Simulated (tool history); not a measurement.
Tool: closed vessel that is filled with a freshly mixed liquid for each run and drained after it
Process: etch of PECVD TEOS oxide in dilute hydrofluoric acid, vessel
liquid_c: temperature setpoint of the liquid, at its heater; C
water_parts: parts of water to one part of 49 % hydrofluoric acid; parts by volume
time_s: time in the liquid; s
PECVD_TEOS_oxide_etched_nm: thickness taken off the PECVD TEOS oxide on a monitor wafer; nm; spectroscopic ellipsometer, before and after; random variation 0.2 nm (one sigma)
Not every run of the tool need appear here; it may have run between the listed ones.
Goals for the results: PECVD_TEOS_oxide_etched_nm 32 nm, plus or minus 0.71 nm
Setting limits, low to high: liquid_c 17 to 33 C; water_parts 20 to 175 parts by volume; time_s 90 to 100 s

run	hour	liquid_c	water_parts	time_s	PECVD_TEOS_oxide_etched_nm
1	0	25	95	90	13.442
2	3.6	26	90	90	14.819
3	5.2	27	85	90	16.191
4	12.2	27	70	90	20.287
5	17.1	27	85	90	16.41
6	21.2	27	105	90	12.946
7	27.2	31	65	90	25.676
8	29	32	60	90	29.224
9	38.1	32.5	60	90	29.603
10	44.7	33	55	90	33.443

Which single option among these 4 for the next run brings every result within its allowed miss of target? Just one does.
A	51.3	32.5	60	90	?
B	51.3	33	60	95	?
C	51.3	33	60	100	?
D	51.3	33	65	100	?

move	PECVD_TEOS_oxide_etched_nm
A	29.459
B	31.692
C	33.36
D	30.546
A: carries the result that was furthest off beyond its target, to the other side
B: in spec on every target
C: closes in on the targets versus the last run, not all within tolerance yet
D: carries the result that was furthest off beyond its target, to the other side
Go with B: it meets all targets.

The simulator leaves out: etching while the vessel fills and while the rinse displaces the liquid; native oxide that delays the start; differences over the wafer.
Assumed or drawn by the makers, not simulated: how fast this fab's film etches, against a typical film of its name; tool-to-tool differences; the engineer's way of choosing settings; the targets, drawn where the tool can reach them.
